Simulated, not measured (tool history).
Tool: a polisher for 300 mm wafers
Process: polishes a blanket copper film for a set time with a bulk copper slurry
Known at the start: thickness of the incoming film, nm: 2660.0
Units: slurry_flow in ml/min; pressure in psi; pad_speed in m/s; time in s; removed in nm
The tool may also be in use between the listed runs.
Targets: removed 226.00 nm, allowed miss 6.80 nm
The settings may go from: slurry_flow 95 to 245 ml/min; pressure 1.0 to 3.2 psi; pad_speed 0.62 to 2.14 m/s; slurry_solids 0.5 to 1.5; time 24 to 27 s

run	hour	slurry_flow	pressure	pad_speed	slurry_solids	time	removed
1	0.0	155	2.1	1.38	1.0	27	255.74
2	3.7	155	2.5	1.38	1.0	27	296.07
3	8.0	155	2.5	1.38	0.9	27	296.12
4	11.3	155	2.5	1.38	1.0	27	306.99
5	19.0	155	2.2	1.38	1.0	27	265.54
6	21.0	155	2.2	1.38	1.0	27	265.15
7	28.3	155	2.2	1.38	1.0	27	269.29
8	31.7	150	2.1	1.38	1.0	27	258.00
9	38.1	150	2.0	1.38	1.0	27	245.37

4 next moves are on the table. One of them brings every result within its allowed miss. Which?
A	44.5	125	2.2	1.30	1.0	25	?
B	44.5	150	2.1	1.52	1.0	25	?
C	44.5	155	2.4	1.36	1.0	24	?
D	44.5	150	2.1	1.44	0.9	27	?

move	removed
A	225.65
B	257.51
C	253.24
D	257.96
A: meets every target
B: further off than the last run
C: further off than the last run
D: further off than the last run
Answer: A

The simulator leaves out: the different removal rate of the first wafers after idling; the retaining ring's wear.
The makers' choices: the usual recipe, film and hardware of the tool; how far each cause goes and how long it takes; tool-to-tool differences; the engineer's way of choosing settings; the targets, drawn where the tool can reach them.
